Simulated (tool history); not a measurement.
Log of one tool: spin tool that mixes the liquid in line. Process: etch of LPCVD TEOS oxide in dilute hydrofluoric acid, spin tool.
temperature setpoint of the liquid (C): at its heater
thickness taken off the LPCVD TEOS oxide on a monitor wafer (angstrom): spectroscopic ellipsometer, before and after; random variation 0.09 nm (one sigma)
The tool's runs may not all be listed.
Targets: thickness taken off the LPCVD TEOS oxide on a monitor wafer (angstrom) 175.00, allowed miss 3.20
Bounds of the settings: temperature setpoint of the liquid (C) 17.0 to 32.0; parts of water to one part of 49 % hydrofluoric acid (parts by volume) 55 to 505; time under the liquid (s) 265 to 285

run  hour  temperature setpoint of the liquid (C)  parts of water to one part of 49 % hydrofluoric acid (parts by volume)  time under the liquid (s)  thickness taken off the LPCVD TEOS oxide on a monitor wafer (angstrom)
  1   0.0                                    24.0                                                                     280                        265                                                                  128.24
  2   1.3                                    24.0                                                                     280                        285                                                                  138.30
  3   5.8                                    26.0                                                                     280                        285                                                                  148.65
  4  12.3                                    26.0                                                                     280                        265                                                                  137.66
  5  16.7                                    29.0                                                                     280                        265                                                                  151.42
  6  18.1                                    29.0                                                                     280                        265                                                                  152.17
  7  22.2                                    30.0                                                                     280                        265                                                                  157.58
  8  25.5                                    30.5                                                                     280                        265                                                                  159.51

4 next moves are on the table. One of them brings every result within its allowed miss. Which?
  A  28.8                                    32.0                                                                     295                        285                                                                       ?
  B  28.8                                    29.0                                                                     260                        265                                                                       ?
  C  28.8                                    29.5                                                                     270                        285                                                                       ?
  D  28.8                                    27.0                                                                     245                        265                                                                       ?

move  thickness taken off the LPCVD TEOS oxide on a monitor wafer (angstrom)
   A                                                                  165.89
   B                                                                  165.19
   C                                                                  172.01
   D                                                                  166.50
A: nearer than the last run, and not there yet
B: nearer than the last run, and not there yet
C: meets every target
D: nearer than the last run, and not there yet
The right move is C.
